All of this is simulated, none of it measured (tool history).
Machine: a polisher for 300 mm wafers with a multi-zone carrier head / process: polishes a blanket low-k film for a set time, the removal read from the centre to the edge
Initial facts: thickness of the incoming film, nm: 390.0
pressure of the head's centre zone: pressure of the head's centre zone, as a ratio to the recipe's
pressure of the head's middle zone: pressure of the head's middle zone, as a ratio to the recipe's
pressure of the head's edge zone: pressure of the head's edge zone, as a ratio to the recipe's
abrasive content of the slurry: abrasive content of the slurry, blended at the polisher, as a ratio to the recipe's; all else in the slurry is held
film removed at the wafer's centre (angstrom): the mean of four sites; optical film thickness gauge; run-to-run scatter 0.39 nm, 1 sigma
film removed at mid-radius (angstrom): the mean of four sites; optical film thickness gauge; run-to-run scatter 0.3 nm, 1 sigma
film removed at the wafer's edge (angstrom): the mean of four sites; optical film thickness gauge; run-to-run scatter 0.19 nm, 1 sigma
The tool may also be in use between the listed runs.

run    day  flow of slurry (ml/min)  pressure of the head's centre zone  pressure of the head's middle zone  pressure of the head's edge zone  abrasive content of the slurry  polishing time (s)  film removed at the wafer's centre (angstrom)  film removed at mid-radius (angstrom)  film removed at the wafer's edge (angstrom)
  1      0                      160                                   1                                   1                                 1                               1                  31                                         193.16                                 187.57                                       182.95
  2  0.338                      165                                   1                                0.99                              1.03                             1.1                  31                                         208.58                                 199.61                                       196.47
  3  0.521                      170                                0.99                                0.97                              1.06                            1.15                  31                                         207.65                                 205.75                                       202.63
  4  0.612                      170                                1.05                                0.97                              1.06                            1.15                  31                                         224.32                                 199.91                                       205.04
  5  0.767                      170                                1.05                                0.96                              1.08                             1.2                  31                                          229.2                                 205.64                                       210.39
  6  1.038                      170                                1.05                                0.96                              1.08                               1                  31                                         204.92                                 184.76                                       190.76
  7  1.317                      170                                1.04                                0.94                               1.1                             1.1                  31                                         211.37                                 193.01                                       202.34

What will run 8 give?
  8  1.588                      200                                1.06                                0.89                              1.19                            1.35                  32                                              ?                                      ?                                            ?

Run 8 yielded film removed at the wafer's centre (angstrom) 255.53, film removed at mid-radius (angstrom) 215.53, film removed at the wafer's edge (angstrom) 245.99.
